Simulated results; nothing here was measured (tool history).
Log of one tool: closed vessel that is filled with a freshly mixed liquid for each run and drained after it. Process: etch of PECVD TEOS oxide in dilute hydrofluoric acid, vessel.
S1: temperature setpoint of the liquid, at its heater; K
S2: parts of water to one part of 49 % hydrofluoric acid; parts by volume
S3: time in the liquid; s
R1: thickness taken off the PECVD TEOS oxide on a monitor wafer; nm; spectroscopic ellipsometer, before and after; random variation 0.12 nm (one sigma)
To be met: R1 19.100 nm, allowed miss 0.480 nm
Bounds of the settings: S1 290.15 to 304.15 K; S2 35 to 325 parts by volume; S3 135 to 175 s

Run 1, hour 0.0: S1 296.15 K, S2 180 parts by volume, S3 175 s. Result: R1 11.459 nm.
Run 2, hour 8.7: S1 298.65 K, S2 170 parts by volume, S3 175 s. Result: R1 13.138 nm.
Run 3, hour 16.0: S1 298.65 K, S2 170 parts by volume, S3 175 s. Result: R1 13.376 nm.
Run 4, hour 21.3: S1 298.65 K, S2 170 parts by volume, S3 135 s. Result: R1 10.406 nm.
Run 5, hour 25.3: S1 301.65 K, S2 170 parts by volume, S3 135 s. Result: R1 11.432 nm.
Run 6, hour 28.0: S1 302.15 K, S2 145 parts by volume, S3 135 s. Result: R1 14.101 nm.
Run 7, hour 31.3: S1 302.65 K, S2 135 parts by volume, S3 135 s. Result: R1 15.536 nm.
Run 8, hour 40.5: S1 303.15 K, S2 125 parts by volume, S3 135 s. Result: R1 17.441 nm.

5 next moves are on the table. One of them brings every result within its allowed miss. Which?
Run A, hour 49.7: S1 304.15 K, S2 125 parts by volume, S3 135 s. Result: R1 ?.
Run B, hour 49.7: S1 303.15 K, S2 115 parts by volume, S3 135 s. Result: R1 ?.
Run C, hour 49.7: S1 303.15 K, S2 125 parts by volume, S3 160 s. Result: R1 ?.
Run D, hour 49.7: S1 304.15 K, S2 135 parts by volume, S3 145 s. Result: R1 ?.
Run E, hour 49.7: S1 299.65 K, S2 120 parts by volume, S3 150 s. Result: R1 ?.

move      R1
   A  18.008
   B  19.108
   C  20.564
   D  17.674
   E  17.686
A: nearer than the last run, and not there yet
B: meets every target
C: takes the result that was furthest off past its target
D: nearer than the last run, and not there yet
E: nearer than the last run, and not there yet
Move B is the one to make.
